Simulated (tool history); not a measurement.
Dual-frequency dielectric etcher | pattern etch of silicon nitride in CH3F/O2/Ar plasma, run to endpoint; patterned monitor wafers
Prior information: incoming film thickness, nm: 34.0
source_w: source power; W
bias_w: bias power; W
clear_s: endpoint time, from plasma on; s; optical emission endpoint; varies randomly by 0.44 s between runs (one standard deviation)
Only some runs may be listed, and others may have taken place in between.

| run | hour | source_w | bias_w | clear_s |
|---|---|---|---|---|
| 1 | 0 | 310 | 99 | 47.536 |
| 2 | 6.5 | 310 | 107 | 46.807 |
| 3 | 14.8 | 280 | 103 | 50.27 |
| 4 | 19.1 | 300 | 103 | 48.552 |
| 5 | 23.7 | 330 | 103 | 46.59 |
| 6 | 24.4 | 330 | 109 | 46.488 |
| 7 | 25.5 | 290 | 106 | 48.928 |
| 8 | 33.5 | 270 | 104 | 50.763 |

Expected results for the next run?
| 9 | 40.7 | 260 | 103 | ? |

{"run 9": {"clear_s": 51.508}}

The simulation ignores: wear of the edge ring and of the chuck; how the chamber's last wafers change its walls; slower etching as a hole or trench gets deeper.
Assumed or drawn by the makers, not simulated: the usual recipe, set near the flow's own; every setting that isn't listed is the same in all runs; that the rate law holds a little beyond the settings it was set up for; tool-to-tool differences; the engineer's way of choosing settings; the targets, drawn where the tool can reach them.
